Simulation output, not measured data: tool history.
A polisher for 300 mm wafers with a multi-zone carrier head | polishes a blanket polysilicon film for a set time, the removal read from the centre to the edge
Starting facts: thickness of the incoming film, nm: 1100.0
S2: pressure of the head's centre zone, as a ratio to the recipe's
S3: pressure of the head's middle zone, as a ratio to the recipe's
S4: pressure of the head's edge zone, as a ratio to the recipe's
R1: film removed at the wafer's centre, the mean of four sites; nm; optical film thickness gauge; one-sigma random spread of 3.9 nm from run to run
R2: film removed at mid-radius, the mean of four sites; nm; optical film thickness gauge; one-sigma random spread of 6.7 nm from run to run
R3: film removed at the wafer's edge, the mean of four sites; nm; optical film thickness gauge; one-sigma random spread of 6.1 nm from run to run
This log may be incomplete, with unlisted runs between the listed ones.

Run 1, hour 0: flow of slurry (ml/min) 180, S2 1, S3 1, S4 1, polishing time (s) 44. Result: R1 420.05 nm, R2 416.52 nm, R3 420.97 nm.
Run 2, hour 6.4: flow of slurry (ml/min) 180, S2 1.08, S3 1, S4 1, polishing time (s) 44. Result: R1 454.01 nm, R2 418.55 nm, R3 415.02 nm.
Run 3, hour 15.3: flow of slurry (ml/min) 185, S2 1.02, S3 0.98, S4 1.05, polishing time (s) 46. Result: R1 460.09 nm, R2 429.56 nm, R3 460.46 nm.
Run 4, hour 16: flow of slurry (ml/min) 190, S2 0.97, S3 0.98, S4 1.09, polishing time (s) 47. Result: R1 439.23 nm, R2 462.72 nm, R3 479.98 nm.
Run 5, hour 18.5: flow of slurry (ml/min) 190, S2 0.97, S3 0.98, S4 1.15, polishing time (s) 47. Result: R1 449.79 nm, R2 456.74 nm, R3 486.48 nm.
Run 6, hour 24.3: flow of slurry (ml/min) 190, S2 0.97, S3 0.98, S4 1.12, polishing time (s) 47. Result: R1 445.72 nm, R2 451.91 nm, R3 487.11 nm.

Run 7 is up next; what results do you expect?
Run 7, hour 27.9: flow of slurry (ml/min) 190, S2 0.97, S3 0.98, S4 1.12, polishing time (s) 47. Result: R1 ?, R2 ?, R3 ?.

Run 7 yielded R1 444.87 nm, R2 450.4 nm, R3 487.43 nm.

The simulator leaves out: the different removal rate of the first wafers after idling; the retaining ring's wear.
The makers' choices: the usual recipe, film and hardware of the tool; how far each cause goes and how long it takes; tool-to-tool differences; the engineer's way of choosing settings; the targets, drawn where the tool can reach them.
